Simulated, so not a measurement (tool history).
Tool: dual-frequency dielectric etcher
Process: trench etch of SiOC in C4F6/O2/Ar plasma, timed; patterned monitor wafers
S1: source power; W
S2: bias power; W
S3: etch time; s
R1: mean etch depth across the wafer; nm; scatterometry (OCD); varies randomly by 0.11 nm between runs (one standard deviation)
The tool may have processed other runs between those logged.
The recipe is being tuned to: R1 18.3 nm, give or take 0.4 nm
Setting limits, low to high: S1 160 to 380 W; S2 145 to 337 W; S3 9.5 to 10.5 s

run	day	S1	S2	S3	R1
1	0	270	241	10.5	20.717
2	0.167	250	236	10.5	20.227
3	0.2	280	236	10.5	20.648
4	0.292	280	236	10.5	20.761
5	0.412	280	259	10.5	22.05
6	0.562	280	275	10.5	22.599
7	0.917	250	258	10.5	20.954
8	1.129	230	251	10.5	20.172
9	1.388	230	251	10.5	20.358
10	1.688	210	243	10.5	19.464
11	2.025	210	243	10.5	19.344
12	2.35	200	241	10.5	18.945
13	2.462	190	240	10.5	18.839

Consider the 4 candidate settings below. Which is the only one whose results all fall within their allowed miss of target?
A	2.575	210	239	10.5	?
B	2.575	240	261	9.5	?
C	2.575	220	210	10.5	?
D	2.575	240	235	10.5	?

move	R1
A	19.382
B	19.089
C	18.231
D	19.916
A: its largest miss is bigger than the last run's
B: its largest miss is bigger than the last run's
C: hits every target within its allowed miss
D: its largest miss is bigger than the last run's
Go with C: it meets all targets.
